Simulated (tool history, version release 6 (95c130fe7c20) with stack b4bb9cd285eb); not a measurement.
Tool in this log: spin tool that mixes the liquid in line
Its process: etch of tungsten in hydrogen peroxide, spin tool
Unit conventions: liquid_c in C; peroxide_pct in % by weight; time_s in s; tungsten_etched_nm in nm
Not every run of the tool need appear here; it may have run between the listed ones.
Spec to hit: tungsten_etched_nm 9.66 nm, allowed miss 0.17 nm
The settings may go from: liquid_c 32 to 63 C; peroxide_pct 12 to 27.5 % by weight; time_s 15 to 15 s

Run 1, hour 0: liquid_c 47 C, peroxide_pct 18.5 % by weight, time_s 15 s. Result: tungsten_etched_nm 17.624 nm.
Run 2, hour 5.3: liquid_c 47 C, peroxide_pct 15.5 % by weight, time_s 15 s. Result: tungsten_etched_nm 16.094 nm.
Run 3, hour 7.6: liquid_c 45.5 C, peroxide_pct 15.5 % by weight, time_s 15 s. Result: tungsten_etched_nm 14.692 nm.
Run 4, hour 14.8: liquid_c 44.5 C, peroxide_pct 15.5 % by weight, time_s 15 s. Result: tungsten_etched_nm 13.822 nm.
Run 5, hour 18: liquid_c 43.5 C, peroxide_pct 15.5 % by weight, time_s 15 s. Result: tungsten_etched_nm 12.946 nm.
Run 6, hour 24.3: liquid_c 43.5 C, peroxide_pct 15.5 % by weight, time_s 15 s. Result: tungsten_etched_nm 12.854 nm.
Run 7, hour 30.5: liquid_c 43 C, peroxide_pct 15.5 % by weight, time_s 15 s. Result: tungsten_etched_nm 12.476 nm.
Run 8, hour 32.9: liquid_c 42.5 C, peroxide_pct 15.5 % by weight, time_s 15 s. Result: tungsten_etched_nm 12.061 nm.
Run 9, hour 41.7: liquid_c 42 C, peroxide_pct 15.5 % by weight, time_s 15 s. Result: tungsten_etched_nm 11.796 nm.
Run 10, hour 47.6: liquid_c 41.5 C, peroxide_pct 15.5 % by weight, time_s 15 s. Result: tungsten_etched_nm 11.327 nm.
Run 11, hour 48.9: liquid_c 41 C, peroxide_pct 15.5 % by weight, time_s 15 s. Result: tungsten_etched_nm 11.006 nm.
Run 12, hour 49.9: liquid_c 40.5 C, peroxide_pct 15.5 % by weight, time_s 15 s. Result: tungsten_etched_nm 10.663 nm.
Run 13, hour 55.8: liquid_c 40 C, peroxide_pct 15.5 % by weight, time_s 15 s. Result: tungsten_etched_nm 10.314 nm.
Run 14, hour 60.8: liquid_c 39.5 C, peroxide_pct 15.5 % by weight, time_s 15 s. Result: tungsten_etched_nm 10.057 nm.

Of the 5 settings listed for the next run, only one would bring every result within its allowed miss of target. Which one?
Run A, hour 65.8: liquid_c 36.5 C, peroxide_pct 19.5 % by weight, time_s 15 s. Result: tungsten_etched_nm ?.
Run B, hour 65.8: liquid_c 38 C, peroxide_pct 16.5 % by weight, time_s 15 s. Result: tungsten_etched_nm ?.
Run C, hour 65.8: liquid_c 37 C, peroxide_pct 20 % by weight, time_s 15 s. Result: tungsten_etched_nm ?.
Run D, hour 65.8: liquid_c 37.5 C, peroxide_pct 17 % by weight, time_s 15 s. Result: tungsten_etched_nm ?.
Run E, hour 65.8: liquid_c 39 C, peroxide_pct 14 % by weight, time_s 15 s. Result: tungsten_etched_nm ?.

move  tungsten_etched_nm
   A              9.1743
   B              9.3208
   C              9.6051
   D              9.1537
   E              9.1688
A: carries the result that was furthest off beyond its target, to the other side
B: carries the result that was furthest off beyond its target, to the other side
C: meets every target
D: carries the result that was furthest off beyond its target, to the other side
E: carries the result that was furthest off beyond its target, to the other side
C meets every target.
